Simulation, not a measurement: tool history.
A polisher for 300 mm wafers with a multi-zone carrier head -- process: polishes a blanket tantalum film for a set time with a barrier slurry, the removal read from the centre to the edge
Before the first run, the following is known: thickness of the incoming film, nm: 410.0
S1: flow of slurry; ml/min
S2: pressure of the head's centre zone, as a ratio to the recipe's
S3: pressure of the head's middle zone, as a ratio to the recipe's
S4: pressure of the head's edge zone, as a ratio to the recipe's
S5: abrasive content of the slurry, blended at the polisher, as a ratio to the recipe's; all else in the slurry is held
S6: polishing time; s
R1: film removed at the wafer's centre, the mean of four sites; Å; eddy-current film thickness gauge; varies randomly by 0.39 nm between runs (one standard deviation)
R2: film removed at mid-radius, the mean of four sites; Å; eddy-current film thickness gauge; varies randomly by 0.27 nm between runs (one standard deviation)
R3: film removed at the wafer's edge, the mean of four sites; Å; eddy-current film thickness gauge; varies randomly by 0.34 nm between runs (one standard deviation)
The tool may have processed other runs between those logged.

{"run": 1, "hour": 0.0, "S1": 165, "S2": 1, "S3": 1, "S4": 1, "S5": 1, "S6": 43, "R1": 604.57, "R2": 620.09, "R3": 603.03}
{"run": 2, "hour": 5.7, "S1": 165, "S2": 1, "S3": 1, "S4": 0.97, "S5": 1, "S6": 43, "R1": 603.47, "R2": 618.48, "R3": 594.71}
{"run": 3, "hour": 12.9, "S1": 155, "S2": 0.96, "S3": 0.96, "S4": 0.95, "S5": 0.85, "S6": 38, "R1": 479.76, "R2": 502.48, "R3": 511.43}
{"run": 4, "hour": 15.1, "S1": 155, "S2": 0.93, "S3": 0.96, "S4": 0.95, "S5": 0.85, "S6": 38, "R1": 475.14, "R2": 506.82, "R3": 496.8}
{"run": 5, "hour": 23.1, "S1": 155, "S2": 0.93, "S3": 0.96, "S4": 0.95, "S5": 0.85, "S6": 43, "R1": 542.43, "R2": 578.13, "R3": 574.21}
{"run": 6, "hour": 26.1, "S1": 150, "S2": 0.93, "S3": 0.94, "S4": 0.93, "S5": 0.75, "S6": 37, "R1": 445.63, "R2": 466.61, "R3": 469.29}
{"run": 7, "hour": 32.7, "S1": 140, "S2": 0.91, "S3": 0.92, "S4": 0.91, "S5": 0.65, "S6": 34, "R1": 379.07, "R2": 404.12, "R3": 424.03}

Forecast run 8:
{"run": 8, "hour": 36.8, "S1": 140, "S2": 0.91, "S3": 0.91, "S4": 0.89, "S5": 0.6, "S6": 32, "R1": "?", "R2": "?", "R3": "?"}

{"run 8": {"R1": 352.32, "R2": 370.58, "R3": 380.42}}

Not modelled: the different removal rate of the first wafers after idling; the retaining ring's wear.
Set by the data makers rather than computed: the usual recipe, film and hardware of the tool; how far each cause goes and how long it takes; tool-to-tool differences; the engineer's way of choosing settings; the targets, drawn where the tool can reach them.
